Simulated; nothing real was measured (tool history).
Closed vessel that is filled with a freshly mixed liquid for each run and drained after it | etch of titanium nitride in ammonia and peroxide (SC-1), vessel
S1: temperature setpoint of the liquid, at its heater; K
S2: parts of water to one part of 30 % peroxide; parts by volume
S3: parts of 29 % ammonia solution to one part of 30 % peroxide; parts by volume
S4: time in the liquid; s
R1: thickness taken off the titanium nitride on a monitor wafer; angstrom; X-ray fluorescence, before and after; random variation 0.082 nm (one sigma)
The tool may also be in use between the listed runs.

Run 1, hour 0.0: S1 329.15 K, S2 7.5 parts by volume, S3 0.65 parts by volume, S4 90 s. Result: R1 122.80 angstrom.
Run 2, hour 4.7: S1 329.15 K, S2 7.5 parts by volume, S3 0.65 parts by volume, S4 100 s. Result: R1 136.12 angstrom.
Run 3, hour 10.9: S1 329.15 K, S2 7.5 parts by volume, S3 0.65 parts by volume, S4 90 s. Result: R1 122.43 angstrom.
Run 4, hour 15.2: S1 330.15 K, S2 7.5 parts by volume, S3 0.65 parts by volume, S4 90 s. Result: R1 131.40 angstrom.
Run 5, hour 17.2: S1 330.15 K, S2 7.5 parts by volume, S3 0.75 parts by volume, S4 90 s. Result: R1 134.66 angstrom.
Run 6, hour 21.6: S1 330.15 K, S2 10.5 parts by volume, S3 0.75 parts by volume, S4 90 s. Result: R1 113.61 angstrom.

Forecast run 7:
Run 7, hour 26.7: S1 331.15 K, S2 10.5 parts by volume, S3 0.75 parts by volume, S4 90 s. Result: R1 ?.

{"run 7": {"R1": 121.11}}

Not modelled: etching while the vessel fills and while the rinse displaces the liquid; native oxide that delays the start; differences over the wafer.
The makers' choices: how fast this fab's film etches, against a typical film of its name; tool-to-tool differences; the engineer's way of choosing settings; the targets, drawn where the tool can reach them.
